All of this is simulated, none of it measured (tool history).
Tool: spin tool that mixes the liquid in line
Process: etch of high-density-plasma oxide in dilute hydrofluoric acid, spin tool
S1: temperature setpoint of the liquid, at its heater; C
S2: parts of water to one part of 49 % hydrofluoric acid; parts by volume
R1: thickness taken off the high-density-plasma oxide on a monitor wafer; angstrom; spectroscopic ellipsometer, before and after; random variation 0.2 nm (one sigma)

run 1 day=0 | S1=20 S2=40 time_under_the_liquid_(s)=300 | R1=386.24
run 2 day=0.362 | S1=22.5 S2=35 time_under_the_liquid_(s)=300 | R1=493.75
run 3 day=0.608 | S1=24.5 S2=35 time_under_the_liquid_(s)=300 | R1=534.59
run 4 day=0.758 | S1=27.5 S2=35 time_under_the_liquid_(s)=300 | R1=608.46
run 5 day=0.833 | S1=28 S2=35 time_under_the_liquid_(s)=300 | R1=617.28
run 6 day=0.938 | S1=28 S2=30 time_under_the_liquid_(s)=300 | R1=730.13
run 7 day=1.3 | S1=27.5 S2=30 time_under_the_liquid_(s)=300 | R1=712.8
run 8 day=1.475 | S1=27 S2=30 time_under_the_liquid_(s)=300 | R1=697.87

Forecast run 9:
run 9 day=1.775 | S1=27 S2=30 time_under_the_liquid_(s)=300 | R1=?

R1: 698.34 angstrom
